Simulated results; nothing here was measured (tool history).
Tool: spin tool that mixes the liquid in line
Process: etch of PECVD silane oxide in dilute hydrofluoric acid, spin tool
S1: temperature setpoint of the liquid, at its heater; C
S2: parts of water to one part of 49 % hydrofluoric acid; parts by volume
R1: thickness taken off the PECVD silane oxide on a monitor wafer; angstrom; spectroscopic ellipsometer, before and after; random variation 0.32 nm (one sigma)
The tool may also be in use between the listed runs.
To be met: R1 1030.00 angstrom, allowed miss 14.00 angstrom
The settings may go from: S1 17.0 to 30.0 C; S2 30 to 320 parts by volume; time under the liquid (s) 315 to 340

{"run": 1, "hour": 0.0, "S1": 22.0, "S2": 175, "time under the liquid (s)": 315, "R1": 427.95}
{"run": 2, "hour": 8.0, "S1": 23.0, "S2": 165, "time under the liquid (s)": 315, "R1": 475.04}
{"run": 3, "hour": 8.9, "S1": 24.0, "S2": 155, "time under the liquid (s)": 315, "R1": 535.68}
{"run": 4, "hour": 15.7, "S1": 25.0, "S2": 145, "time under the liquid (s)": 315, "R1": 598.49}
{"run": 5, "hour": 20.7, "S1": 25.5, "S2": 140, "time under the liquid (s)": 315, "R1": 637.24}
{"run": 6, "hour": 28.8, "S1": 26.0, "S2": 135, "time under the liquid (s)": 315, "R1": 678.08}
{"run": 7, "hour": 31.2, "S1": 30.0, "S2": 90, "time under the liquid (s)": 315, "R1": 1253.2}
{"run": 8, "hour": 33.0, "S1": 29.5, "S2": 90, "time under the liquid (s)": 315, "R1": 1225.4}
{"run": 9, "hour": 35.8, "S1": 29.5, "S2": 90, "time under the liquid (s)": 315, "R1": 1227.0}

Which of these 5 next moves meets every target?
{"run": "A", "hour": 38.6, "S1": 30.0, "S2": 110, "time under the liquid (s)": 340, "R1": "?"}
{"run": "B", "hour": 38.6, "S1": 27.5, "S2": 105, "time under the liquid (s)": 340, "R1": "?"}
{"run": "C", "hour": 38.6, "S1": 27.5, "S2": 100, "time under the liquid (s)": 330, "R1": "?"}
{"run": "D", "hour": 38.6, "S1": 29.0, "S2": 100, "time under the liquid (s)": 315, "R1": "?"}
{"run": "E", "hour": 38.6, "S1": 24.5, "S2": 90, "time under the liquid (s)": 330, "R1": "?"}

move=A R1=1072.20
move=B R1=1029.20
move=C R1=1055.90
move=D R1=1067.20
move=E R1=1057.20
A: nearer than the last run, and not there yet
B: meets every target
C: nearer than the last run, and not there yet
D: nearer than the last run, and not there yet
E: nearer than the last run, and not there yet
The right move is B.
